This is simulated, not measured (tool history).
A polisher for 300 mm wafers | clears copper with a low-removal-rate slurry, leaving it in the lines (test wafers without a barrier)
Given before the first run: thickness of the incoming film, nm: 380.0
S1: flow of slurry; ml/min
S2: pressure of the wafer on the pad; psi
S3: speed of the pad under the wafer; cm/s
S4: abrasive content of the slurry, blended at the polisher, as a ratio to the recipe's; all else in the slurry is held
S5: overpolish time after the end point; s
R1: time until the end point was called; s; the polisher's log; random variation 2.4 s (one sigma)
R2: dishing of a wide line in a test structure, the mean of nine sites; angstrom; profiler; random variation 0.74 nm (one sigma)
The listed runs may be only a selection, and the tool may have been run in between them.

run 1 hour=0 | S1=300 S2=3.6 S3=90 S4=1 S5=22 | R1=132.71 R2=445.66
run 2 hour=8.8 | S1=300 S2=3.6 S3=68 S4=1 S5=22 | R1=162.7 R2=373.23
run 3 hour=16.8 | S1=300 S2=3.5 S3=68 S4=1 S5=23 | R1=166.48 R2=382.18
run 4 hour=18.4 | S1=300 S2=3.4 S3=68 S4=1 S5=24 | R1=167.97 R2=399.77
run 5 hour=25.2 | S1=300 S2=3.4 S3=68 S4=0.8 S5=24 | R1=174.7 R2=368.1
run 6 hour=30.1 | S1=300 S2=3.3 S3=68 S4=0.8 S5=25 | R1=180.55 R2=379.13
run 7 hour=37.9 | S1=300 S2=3.3 S3=68 S4=0.8 S5=26 | R1=182.02 R2=389.28

Run 8 has not been measured yet. What should we expect?
run 8 hour=46.7 | S1=300 S2=3.3 S3=68 S4=0.8 S5=27 | R1=? R2=?

{"run 8": {"R1": 182.25, "R2": 401.54}}

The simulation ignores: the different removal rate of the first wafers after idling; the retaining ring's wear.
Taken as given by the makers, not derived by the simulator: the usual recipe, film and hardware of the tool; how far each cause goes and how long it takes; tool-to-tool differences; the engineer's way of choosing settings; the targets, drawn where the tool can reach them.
